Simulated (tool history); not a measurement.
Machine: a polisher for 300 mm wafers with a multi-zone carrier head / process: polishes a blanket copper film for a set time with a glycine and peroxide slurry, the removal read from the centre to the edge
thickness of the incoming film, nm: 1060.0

run	hour	flow of slurry (ml/min)	pressure of the head's centre zone	pressure of the head's middle zone	pressure of the head's edge zone	polishing time (s)	film removed at the wafer's centre (angstrom)	film removed at mid-radius (angstrom)	film removed at the wafer's edge (angstrom)
1	0	155	1	1	1	49	1828.3	1876.7	1829.6
2	5.4	150	0.98	1.02	0.99	49	1800.4	1884.3	1786.2
3	10.3	145	0.96	1.04	1	49	1782	1923.7	1826.5
4	13.6	140	0.94	1.05	0.98	49	1714.4	1906.2	1786.2
5	17	140	0.94	1.05	0.98	60	2098.9	2314.8	2229.9
# hour 18.1: worn pad replaced by a new one
6	18.1	140	0.94	1.12	0.98	60	2409	2826.7	2494.7
7	21.9	145	0.91	1.09	0.93	59	2331.1	2710.9	2353.9
8	30.7	135	0.88	1.06	0.91	57	2148.1	2477.9	2298.4
9	32.4	170	0.89	1.05	0.97	53	2146.1	2414.6	2243.8
10	41.3	150	0.91	1.06	0.97	52	2075.7	2353.2	2151.5

Run 11 comes next. What will it give?
11	49.3	135	0.91	1.06	0.95	51	?	?	?

{"run 11": {"film removed at the wafer's centre (angstrom)": 1990.6, "film removed at mid-radius (angstrom)": 2229.7, "film removed at the wafer's edge (angstrom)": 2053.6}}
